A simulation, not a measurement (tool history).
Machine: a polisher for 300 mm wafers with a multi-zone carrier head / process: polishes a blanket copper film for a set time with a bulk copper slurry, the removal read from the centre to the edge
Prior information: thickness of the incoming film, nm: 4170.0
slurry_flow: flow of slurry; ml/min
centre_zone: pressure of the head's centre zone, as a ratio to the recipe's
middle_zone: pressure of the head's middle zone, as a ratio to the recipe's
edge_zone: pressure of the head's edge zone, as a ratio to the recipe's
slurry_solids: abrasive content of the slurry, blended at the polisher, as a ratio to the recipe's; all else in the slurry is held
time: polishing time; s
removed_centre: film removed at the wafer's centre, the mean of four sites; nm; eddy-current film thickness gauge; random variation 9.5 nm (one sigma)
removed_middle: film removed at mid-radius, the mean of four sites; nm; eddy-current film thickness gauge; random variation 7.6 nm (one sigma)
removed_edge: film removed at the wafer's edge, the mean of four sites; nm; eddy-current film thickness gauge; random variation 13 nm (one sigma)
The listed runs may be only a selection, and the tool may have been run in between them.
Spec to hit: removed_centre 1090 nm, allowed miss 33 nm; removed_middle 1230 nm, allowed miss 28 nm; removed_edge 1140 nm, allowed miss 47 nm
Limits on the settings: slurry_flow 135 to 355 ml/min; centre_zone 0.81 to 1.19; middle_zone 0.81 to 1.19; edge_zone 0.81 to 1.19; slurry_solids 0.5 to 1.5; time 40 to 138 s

run  hour  slurry_flow  centre_zone  middle_zone  edge_zone  slurry_solids  time  removed_centre  removed_middle  removed_edge
  1     0          225            1            1          1              1    88          797.59          829.52        794.67
  2   7.5          225            1         0.97          1              1    88          801.95          800.43        807.28
  3   8.6          235            1         1.01       1.05           1.15    93          882.95          902.11        894.04
  4  10.6          235            1         0.95       1.05           1.15    93          874.27          861.59        891.43
  5  14.6          245            1         1.01       1.08           1.25    96          941.81          958.91        958.19
  6  21.1          270            1         1.01       1.08           1.25    96          956.76          965.69        974.44
  7  27.1          280         0.99         1.06        1.1           1.35    98          943.87          1033.6        981.47
  8  28.4          280            1         1.08       1.12            1.4   101          1001.6          1085.8        1046.2
  9  36.8          280            1         1.08       1.12            1.4   101          1016.8          1100.3        1077.3
 10  44.4          285         1.01         1.11       1.13           1.45   101          1034.5          1122.4        1069.4
 11  50.8          290         1.01         1.13       1.14           1.45   102          1037.8          1138.4        1082.5
 12  58.1          295         1.01         1.15       1.14           1.45   103          1059.8          1168.8        1124.1
 13  64.9          300         1.01         1.16       1.13           1.45   103          1059.4          1183.9        1092.7
 14  72.8          305         1.01         1.17       1.14           1.45   103          1070.5          1190.5        1121.3

Pick the move, out of 4, that brings all results within their allowed miss; only one does.
  A  80.7          310         1.05         1.04       1.12            1.4   105               ?               ?             ?
  B  80.7          270         0.99         1.14       1.11            1.5   108               ?               ?             ?
  C  80.7          305            1         1.05       1.11           1.35   109               ?               ?             ?
  D  80.7          325         1.05         1.12       1.17            1.3   107               ?               ?             ?

move  removed_centre  removed_middle  removed_edge
   A          1139.3          1109.3          1127
   B          1104.3          1223.3        1157.1
   C          1116.1            1150        1154.7
   D          1149.8          1181.9          1160
A: moves away from the targets compared with the last run
B: every result lands within tolerance
C: moves away from the targets compared with the last run
D: moves away from the targets compared with the last run
Answer: B

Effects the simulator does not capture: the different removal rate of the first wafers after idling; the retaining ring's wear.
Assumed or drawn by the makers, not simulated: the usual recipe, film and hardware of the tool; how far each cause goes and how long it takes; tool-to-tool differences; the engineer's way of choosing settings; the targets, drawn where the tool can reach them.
